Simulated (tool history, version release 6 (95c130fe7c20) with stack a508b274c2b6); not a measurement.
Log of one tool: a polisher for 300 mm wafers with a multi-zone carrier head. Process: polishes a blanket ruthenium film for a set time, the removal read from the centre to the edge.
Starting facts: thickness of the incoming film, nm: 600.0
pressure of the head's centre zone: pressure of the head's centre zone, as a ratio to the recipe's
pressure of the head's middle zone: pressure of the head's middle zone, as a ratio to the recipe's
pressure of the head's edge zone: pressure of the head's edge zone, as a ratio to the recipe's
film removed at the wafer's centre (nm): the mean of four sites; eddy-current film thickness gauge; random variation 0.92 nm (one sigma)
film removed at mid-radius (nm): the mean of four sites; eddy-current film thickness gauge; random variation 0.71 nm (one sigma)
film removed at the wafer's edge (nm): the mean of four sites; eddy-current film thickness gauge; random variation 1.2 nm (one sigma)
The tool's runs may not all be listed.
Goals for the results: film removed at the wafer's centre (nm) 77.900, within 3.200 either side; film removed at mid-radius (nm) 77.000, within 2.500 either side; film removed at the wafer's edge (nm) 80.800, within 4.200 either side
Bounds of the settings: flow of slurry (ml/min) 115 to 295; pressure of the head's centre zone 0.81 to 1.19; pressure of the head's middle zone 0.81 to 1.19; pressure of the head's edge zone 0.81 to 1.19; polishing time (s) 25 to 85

run  hour  flow of slurry (ml/min)  pressure of the head's centre zone  pressure of the head's middle zone  pressure of the head's edge zone  polishing time (s)  film removed at the wafer's centre (nm)  film removed at mid-radius (nm)  film removed at the wafer's edge (nm)
  1   0.0                      190                                1.00                                1.00                              1.00                  55                                   51.800                           53.054                                 51.853
  2   7.4                      190                                1.00                                1.00                              1.00                  63                                   60.165                           60.302                                 60.745
  3   9.2                      190                                1.00                                0.96                              1.00                  63                                   61.113                           59.330                                 57.349
  4  12.4                      205                                1.04                                1.01                              1.01                  65                                   64.182                           64.040                                 62.144
  5  19.4                      205                                1.04                                1.01                              1.01                  52                                   51.107                           51.364                                 50.112
  6  23.8                      205                                1.06                                1.03                              1.06                  58                                   58.474                           56.923                                 57.215
  7  27.1                      210                                1.08                                1.07                              1.09                  62                                   64.671                           63.106                                 58.930
  8  35.4                      220                                1.04                                1.04                              1.11                  66                                   66.495                           66.528                                 65.385

Of the 5 settings listed for the next run, only one would bring every result within its allowed miss of target. Which one?
  A  43.7                      235                                0.88                                0.90                              1.19                  78                                        ?                                ?                                      ?
  B  43.7                      240                                1.00                                0.97                              1.13                  79                                        ?                                ?                                      ?
  C  43.7                      250                                0.96                                1.12                              1.17                  80                                        ?                                ?                                      ?
  D  43.7                      265                                1.00                                0.92                              1.19                  74                                        ?                                ?                                      ?
  E  43.7                      220                                1.00                                0.83                              1.19                  81                                        ?                                ?                                      ?

move  film removed at the wafer's centre (nm)  film removed at mid-radius (nm)  film removed at the wafer's edge (nm)
   A                                   68.926                           71.879                                 80.607
   B                                   76.577                           76.279                                 79.818
   C                                   75.828                           84.861                                 82.333
   D                                   72.673                           70.067                                 77.314
   E                                   77.446                           70.594                                 83.201
A: closer than the last run, but not yet in spec
B: in spec on every target
C: moves the result that the last run missed by most past its target, out the other side
D: closer than the last run, but not yet in spec
E: closer than the last run, but not yet in spec
B is the move that brings every result within its allowed miss.
